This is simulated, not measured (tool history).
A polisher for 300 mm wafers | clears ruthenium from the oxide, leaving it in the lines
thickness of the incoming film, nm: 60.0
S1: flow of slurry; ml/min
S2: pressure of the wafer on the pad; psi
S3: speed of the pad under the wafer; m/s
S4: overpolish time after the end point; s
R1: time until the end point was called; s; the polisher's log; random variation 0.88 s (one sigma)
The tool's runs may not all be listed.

Run 1, hour 0.0: S1 205 ml/min, S2 2.0 psi, S3 0.76 m/s, S4 40 s. Result: R1 83.089 s.
Run 2, hour 1.3: S1 185 ml/min, S2 2.0 psi, S3 0.76 m/s, S4 40 s. Result: R1 81.821 s.
Run 3, hour 4.5: S1 185 ml/min, S2 2.0 psi, S3 0.90 m/s, S4 40 s. Result: R1 71.918 s.
Run 4, hour 13.4: S1 185 ml/min, S2 2.0 psi, S3 1.02 m/s, S4 40 s. Result: R1 63.336 s.
Run 5, hour 21.4: S1 185 ml/min, S2 1.8 psi, S3 1.02 m/s, S4 40 s. Result: R1 70.103 s.
Run 6, hour 25.5: S1 185 ml/min, S2 1.7 psi, S3 1.02 m/s, S4 40 s. Result: R1 73.712 s.
At hour 34.1: head pressure recalibrated.
Run 7, hour 34.1: S1 175 ml/min, S2 1.1 psi, S3 1.02 m/s, S4 40 s. Result: R1 106.810 s.

Forecast run 8:
Run 8, hour 36.3: S1 180 ml/min, S2 1.1 psi, S3 1.02 m/s, S4 40 s. Result: R1 ?.

R1: 105.370 s
